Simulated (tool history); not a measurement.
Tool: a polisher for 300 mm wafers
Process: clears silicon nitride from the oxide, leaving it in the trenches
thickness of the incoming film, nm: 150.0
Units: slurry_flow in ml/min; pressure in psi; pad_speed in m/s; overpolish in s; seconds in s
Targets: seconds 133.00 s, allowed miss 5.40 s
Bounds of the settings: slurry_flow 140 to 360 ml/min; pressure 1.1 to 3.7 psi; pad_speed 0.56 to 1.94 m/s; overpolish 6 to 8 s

Run 1, hour 0.0: slurry_flow 230 ml/min, pressure 2.4 psi, pad_speed 1.24 m/s, overpolish 8 s. Result: seconds 170.96 s.
Run 2, hour 5.1: slurry_flow 230 ml/min, pressure 2.4 psi, pad_speed 1.42 m/s, overpolish 8 s. Result: seconds 146.46 s.
Run 3, hour 14.0: slurry_flow 230 ml/min, pressure 2.4 psi, pad_speed 1.42 m/s, overpolish 6 s. Result: seconds 144.37 s.
Run 4, hour 15.9: slurry_flow 230 ml/min, pressure 2.5 psi, pad_speed 1.42 m/s, overpolish 6 s. Result: seconds 142.24 s.
Run 5, hour 17.5: slurry_flow 230 ml/min, pressure 2.5 psi, pad_speed 1.26 m/s, overpolish 6 s. Result: seconds 162.20 s.
Run 6, hour 21.9: slurry_flow 265 ml/min, pressure 2.5 psi, pad_speed 1.26 m/s, overpolish 6 s. Result: seconds 160.66 s.
Run 7, hour 23.5: slurry_flow 265 ml/min, pressure 2.6 psi, pad_speed 1.26 m/s, overpolish 6 s. Result: seconds 151.36 s.
Run 8, hour 28.5: slurry_flow 265 ml/min, pressure 2.7 psi, pad_speed 1.26 m/s, overpolish 6 s. Result: seconds 146.27 s.
Run 9, hour 35.3: slurry_flow 265 ml/min, pressure 2.8 psi, pad_speed 1.26 m/s, overpolish 6 s. Result: seconds 141.46 s.
Run 10, hour 37.6: slurry_flow 265 ml/min, pressure 2.9 psi, pad_speed 1.26 m/s, overpolish 6 s. Result: seconds 139.46 s.

4 next moves are on the table. One of them brings every result within its allowed miss. Which?
Run A, hour 39.9: slurry_flow 255 ml/min, pressure 2.8 psi, pad_speed 1.22 m/s, overpolish 6 s. Result: seconds ?.
Run B, hour 39.9: slurry_flow 235 ml/min, pressure 3.0 psi, pad_speed 1.32 m/s, overpolish 8 s. Result: seconds ?.
Run C, hour 39.9: slurry_flow 235 ml/min, pressure 2.8 psi, pad_speed 1.26 m/s, overpolish 6 s. Result: seconds ?.
Run D, hour 39.9: slurry_flow 295 ml/min, pressure 3.1 psi, pad_speed 1.08 m/s, overpolish 6 s. Result: seconds ?.

move  seconds
   A   148.38
   B   131.37
   C   145.21
   D   151.59
A: further off than the last run
B: meets every target
C: further off than the last run
D: further off than the last run
Answer: B

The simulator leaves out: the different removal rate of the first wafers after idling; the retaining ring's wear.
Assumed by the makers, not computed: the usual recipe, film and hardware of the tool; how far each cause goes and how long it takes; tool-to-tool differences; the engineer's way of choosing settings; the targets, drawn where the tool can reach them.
